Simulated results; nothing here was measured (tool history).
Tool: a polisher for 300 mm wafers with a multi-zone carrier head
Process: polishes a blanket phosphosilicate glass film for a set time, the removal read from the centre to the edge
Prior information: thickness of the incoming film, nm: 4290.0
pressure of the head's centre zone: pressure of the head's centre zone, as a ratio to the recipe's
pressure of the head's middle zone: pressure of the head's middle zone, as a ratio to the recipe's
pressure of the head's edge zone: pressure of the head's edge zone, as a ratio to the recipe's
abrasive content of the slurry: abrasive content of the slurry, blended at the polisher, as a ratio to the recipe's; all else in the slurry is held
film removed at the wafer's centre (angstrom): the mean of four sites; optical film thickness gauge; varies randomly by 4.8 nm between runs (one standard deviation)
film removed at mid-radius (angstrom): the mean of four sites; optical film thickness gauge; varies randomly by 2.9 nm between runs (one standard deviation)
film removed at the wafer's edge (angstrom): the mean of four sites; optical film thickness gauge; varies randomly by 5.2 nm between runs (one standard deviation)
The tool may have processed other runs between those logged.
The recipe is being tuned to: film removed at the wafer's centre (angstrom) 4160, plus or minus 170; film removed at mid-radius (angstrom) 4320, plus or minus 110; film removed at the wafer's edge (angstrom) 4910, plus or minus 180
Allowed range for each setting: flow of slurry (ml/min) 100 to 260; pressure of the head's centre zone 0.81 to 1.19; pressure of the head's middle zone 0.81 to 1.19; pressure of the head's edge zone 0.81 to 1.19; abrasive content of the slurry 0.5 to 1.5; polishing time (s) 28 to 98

run,day,flow of slurry (ml/min),pressure of the head's centre zone,pressure of the head's middle zone,pressure of the head's edge zone,abrasive content of the slurry,polishing time (s),film removed at the wafer's centre (angstrom),film removed at mid-radius (angstrom),film removed at the wafer's edge (angstrom)
1,0,165,1,1,1,1,63,7906,8044.1,7950.2
2,0.046,150,0.96,0.95,0.99,0.85,59,6122,6231.1,6638.2
3,0.388,150,0.96,0.86,0.99,0.85,59,6105.6,5763.6,6596.4
4,0.433,150,0.96,0.86,1.07,0.85,59,5944.7,5757.6,6723.7
5,0.688,145,0.93,0.86,1.02,0.75,58,5119.4,5018,5663.4
6,0.758,145,0.93,0.86,1.07,0.75,58,5071.7,5068.8,5897.8
7,1.133,135,0.9,0.85,1.03,0.75,58,4772.9,4840.3,5771.1
8,1.362,135,0.88,0.88,0.93,0.5,58,2563.5,2750.2,3056.9
9,1.462,135,0.91,0.9,1.01,0.5,57,2599.3,2732.8,2999.1
10,1.808,180,0.88,0.86,1.04,0.75,60,5217.1,5371.7,6220.9
11,2.054,160,0.88,0.86,1.01,0.75,60,5208,5349.7,6042.9
12,2.192,145,0.89,0.87,1.01,0.75,60,5097.2,5260.6,6023.7
13,2.308,135,0.89,0.87,1,0.75,60,4933.8,5116.7,5854.4
14,2.608,125,0.89,0.87,0.98,0.75,60,4916.9,5037.4,5788
15,2.804,120,0.88,0.87,0.96,0.75,60,4690.5,5003.6,5636.8

Next run, 4 choices. One meets every target within its allowed miss, the rest don't. Which?
A,3,145,0.99,0.81,0.98,0.65,59,?,?,?
B,3,170,0.85,0.83,0.94,0.85,44,?,?,?
C,3,160,1.04,0.86,0.89,0.75,47,?,?,?
D,3,230,0.96,0.81,0.82,0.65,53,?,?,?

move,film removed at the wafer's centre (angstrom),film removed at mid-radius (angstrom),film removed at the wafer's edge (angstrom)
A,4683.3,4128.7,4927.1
B,4109.2,4294.2,4897.3
C,4728.8,4152.8,4527
D,4459.1,4016.2,4402.1
A: takes the biggest miss from the last run beyond its target
B: all results land within tolerance of their targets
C: takes the biggest miss from the last run beyond its target
D: takes the biggest miss from the last run beyond its target
B meets every target.
